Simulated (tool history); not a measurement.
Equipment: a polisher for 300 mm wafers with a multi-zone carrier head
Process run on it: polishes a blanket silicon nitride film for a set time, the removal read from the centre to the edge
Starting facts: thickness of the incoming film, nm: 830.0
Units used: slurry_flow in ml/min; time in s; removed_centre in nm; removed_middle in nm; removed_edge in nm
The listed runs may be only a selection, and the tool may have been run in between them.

run  hour  slurry_flow  centre_zone  middle_zone  edge_zone  time  removed_centre  removed_middle  removed_edge
  1     0          215            1            1          1    85          114.44          115.37        116.16
  2   5.9          215            1            1          1   103          140.53          139.36         138.6
  3   7.4          215            1            1          1    96          131.61           128.1        131.62
  4    11          215            1         0.95          1    96          129.82          120.84        128.47
  5  12.5          215            1         0.95       1.03    96          131.38          127.99        133.62
  6  13.5          185            1         0.95       1.03    96          128.65          120.05        127.48
  7  16.6          245          1.1         1.04       0.95    95           143.1          133.85        124.47
  8  23.7          250          1.1         1.04       0.96    95          142.78          135.85        128.81

Run 9 comes next. What will it give?
  9  24.6          255         1.11         1.04       0.96    95               ?               ?             ?

removed_centre: 141.94 nm
removed_middle: 134.59 nm
removed_edge: 126.11 nm
